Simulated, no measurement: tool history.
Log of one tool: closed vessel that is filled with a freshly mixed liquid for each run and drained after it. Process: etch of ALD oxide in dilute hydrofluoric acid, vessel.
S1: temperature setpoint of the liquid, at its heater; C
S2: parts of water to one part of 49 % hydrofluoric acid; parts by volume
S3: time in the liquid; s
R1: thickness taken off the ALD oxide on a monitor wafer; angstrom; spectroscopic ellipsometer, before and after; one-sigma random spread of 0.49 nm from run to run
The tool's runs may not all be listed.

Run 1, hour 0.0: S1 26.0 C, S2 65 parts by volume, S3 105 s. Result: R1 483.65 angstrom.
Run 2, hour 6.4: S1 26.0 C, S2 50 parts by volume, S3 105 s. Result: R1 641.93 angstrom.
Run 3, hour 8.4: S1 26.5 C, S2 50 parts by volume, S3 105 s. Result: R1 658.92 angstrom.
Run 4, hour 15.5: S1 26.5 C, S2 30 parts by volume, S3 105 s. Result: R1 1135.60 angstrom.
Run 5, hour 22.9: S1 26.5 C, S2 30 parts by volume, S3 105 s. Result: R1 1132.90 angstrom.
Run 6, hour 25.1: S1 28.0 C, S2 30 parts by volume, S3 105 s. Result: R1 1200.00 angstrom.
Run 7, hour 28.4: S1 26.5 C, S2 30 parts by volume, S3 105 s. Result: R1 1133.00 angstrom.
Run 8, hour 36.2: S1 25.5 C, S2 30 parts by volume, S3 105 s. Result: R1 1086.70 angstrom.
Run 9, hour 40.0: S1 24.5 C, S2 30 parts by volume, S3 105 s. Result: R1 1039.70 angstrom.

The next listed run, before its measurement:
Run 10, hour 42.9: S1 23.5 C, S2 30 parts by volume, S3 105 s. Result: R1 ?.

Run 10 measured R1 1012.00 angstrom.
